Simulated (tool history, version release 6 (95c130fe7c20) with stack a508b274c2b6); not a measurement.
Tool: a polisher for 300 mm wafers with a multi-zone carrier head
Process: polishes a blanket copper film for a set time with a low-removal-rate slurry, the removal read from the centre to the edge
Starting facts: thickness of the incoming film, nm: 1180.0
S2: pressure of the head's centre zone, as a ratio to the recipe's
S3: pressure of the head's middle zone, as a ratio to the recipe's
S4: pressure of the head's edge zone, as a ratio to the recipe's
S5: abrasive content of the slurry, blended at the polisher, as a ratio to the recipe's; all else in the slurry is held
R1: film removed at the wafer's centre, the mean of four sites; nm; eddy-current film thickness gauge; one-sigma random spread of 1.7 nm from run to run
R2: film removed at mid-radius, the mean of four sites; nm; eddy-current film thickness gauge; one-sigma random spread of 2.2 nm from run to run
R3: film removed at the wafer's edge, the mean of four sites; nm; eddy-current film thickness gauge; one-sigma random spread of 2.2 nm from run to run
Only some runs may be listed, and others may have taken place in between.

Run 1, hour 0.0: flow of slurry (ml/min) 260, S2 1.00, S3 1.00, S4 1.00, S5 1.00, polishing time (s) 88. Result: R1 215.56 nm, R2 222.57 nm, R3 214.71 nm.
Run 2, hour 8.7: flow of slurry (ml/min) 205, S2 1.00, S3 1.00, S4 1.00, S5 1.00, polishing time (s) 88. Result: R1 215.25 nm, R2 212.42 nm, R3 209.46 nm.
Run 3, hour 13.5: flow of slurry (ml/min) 255, S2 1.00, S3 1.00, S4 1.00, S5 1.00, polishing time (s) 88. Result: R1 220.65 nm, R2 220.37 nm, R3 217.67 nm.
Run 4, hour 18.2: flow of slurry (ml/min) 250, S2 0.99, S3 1.00, S4 0.98, S5 0.95, polishing time (s) 87. Result: R1 217.98 nm, R2 211.54 nm, R3 206.07 nm.
Run 5, hour 23.7: flow of slurry (ml/min) 190, S2 0.99, S3 1.00, S4 0.98, S5 0.95, polishing time (s) 87. Result: R1 204.01 nm, R2 207.37 nm, R3 199.49 nm.
Run 6, hour 30.5: flow of slurry (ml/min) 190, S2 0.99, S3 1.00, S4 0.98, S5 0.80, polishing time (s) 87. Result: R1 203.01 nm, R2 203.47 nm, R3 196.46 nm.
Run 7, hour 35.3: flow of slurry (ml/min) 190, S2 0.98, S3 1.00, S4 0.97, S5 0.75, polishing time (s) 86. Result: R1 197.45 nm, R2 204.18 nm, R3 195.65 nm.
Run 8, hour 39.7: flow of slurry (ml/min) 190, S2 0.98, S3 1.00, S4 0.96, S5 0.75, polishing time (s) 84. Result: R1 190.00 nm, R2 192.78 nm, R3 190.49 nm.
Run 9, hour 47.1: flow of slurry (ml/min) 185, S2 0.98, S3 1.01, S4 0.95, S5 0.75, polishing time (s) 82. Result: R1 184.39 nm, R2 192.03 nm, R3 178.39 nm.
Run 10, hour 48.6: flow of slurry (ml/min) 185, S2 0.97, S3 1.01, S4 0.94, S5 0.75, polishing time (s) 81. Result: R1 181.00 nm, R2 191.00 nm, R3 178.68 nm.

Expected results for the next run?
Run 11, hour 52.5: flow of slurry (ml/min) 185, S2 0.97, S3 1.01, S4 0.94, S5 0.75, polishing time (s) 81. Result: R1 ?, R2 ?, R3 ?.

{"run 11": {"R1": 179.67, "R2": 192.38, "R3": 180.49}}

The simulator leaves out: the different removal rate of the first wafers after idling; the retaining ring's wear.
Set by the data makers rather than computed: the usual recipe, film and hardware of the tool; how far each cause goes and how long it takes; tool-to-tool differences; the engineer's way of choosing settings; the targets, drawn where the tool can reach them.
